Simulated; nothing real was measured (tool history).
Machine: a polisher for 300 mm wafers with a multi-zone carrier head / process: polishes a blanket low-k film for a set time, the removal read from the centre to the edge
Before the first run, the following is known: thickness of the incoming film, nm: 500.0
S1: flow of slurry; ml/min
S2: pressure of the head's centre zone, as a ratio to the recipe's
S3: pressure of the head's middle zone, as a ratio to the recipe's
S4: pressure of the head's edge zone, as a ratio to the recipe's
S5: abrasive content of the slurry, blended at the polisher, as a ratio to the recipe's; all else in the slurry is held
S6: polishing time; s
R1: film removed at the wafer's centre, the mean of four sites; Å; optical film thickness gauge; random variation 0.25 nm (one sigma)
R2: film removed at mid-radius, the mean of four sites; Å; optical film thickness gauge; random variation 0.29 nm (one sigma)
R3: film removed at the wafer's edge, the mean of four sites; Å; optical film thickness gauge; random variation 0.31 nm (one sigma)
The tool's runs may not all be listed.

run,day,S1,S2,S3,S4,S5,S6,R1,R2,R3
1,0,170,1,1,1,1,86,182.73,185.92,186.58
2,0.225,170,1,1,1.06,1,86,187.31,192.29,199.8
3,0.504,170,1.07,1,1.06,1,86,191.41,187.45,196.07
4,0.875,170,1.03,1,1.09,1.05,86,196.37,192.29,201.95
5,1.096,155,0.99,1,1.11,1.05,90,189.51,198.59,210.47
6,1.433,155,0.99,1,1.14,1.05,90,186.45,192.79,210.42

Run 7 comes next. What will it give?
7,1.562,185,0.89,1,1.19,1.3,92,?,?,?

R1: 189.82 Å
R2: 224.18 Å
R3: 249.28 Å

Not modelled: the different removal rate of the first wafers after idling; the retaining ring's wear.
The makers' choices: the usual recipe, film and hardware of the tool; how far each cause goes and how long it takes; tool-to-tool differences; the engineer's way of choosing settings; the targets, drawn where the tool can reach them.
